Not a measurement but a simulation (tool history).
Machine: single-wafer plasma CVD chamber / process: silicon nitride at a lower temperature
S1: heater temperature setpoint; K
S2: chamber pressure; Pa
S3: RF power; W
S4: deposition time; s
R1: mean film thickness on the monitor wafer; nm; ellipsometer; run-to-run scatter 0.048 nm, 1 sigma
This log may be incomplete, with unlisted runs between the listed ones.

| run | hour | S1 | S2 | S3 | S4 | R1 |
|---|---|---|---|---|---|---|
| 1 | 0 | 638.15 | 195 | 375 | 15 | 18.61 |
| 2 | 7.8 | 638.15 | 195 | 330 | 15 | 17.536 |
| 3 | 14.4 | 649.15 | 195 | 330 | 15 | 17.548 |
| 4 | 19.3 | 649.15 | 173 | 325 | 15 | 16.728 |
| 5 | 23.4 | 649.15 | 160 | 325 | 15 | 16.36 |
| 6 | 29 | 649.15 | 151 | 325 | 15 | 15.952 |

Run 7, settings as shown, results not yet in. Your forecast:
| 7 | 32 | 649.15 | 147 | 325 | 15 | ? |

{"run 7": {"R1": 15.812}}

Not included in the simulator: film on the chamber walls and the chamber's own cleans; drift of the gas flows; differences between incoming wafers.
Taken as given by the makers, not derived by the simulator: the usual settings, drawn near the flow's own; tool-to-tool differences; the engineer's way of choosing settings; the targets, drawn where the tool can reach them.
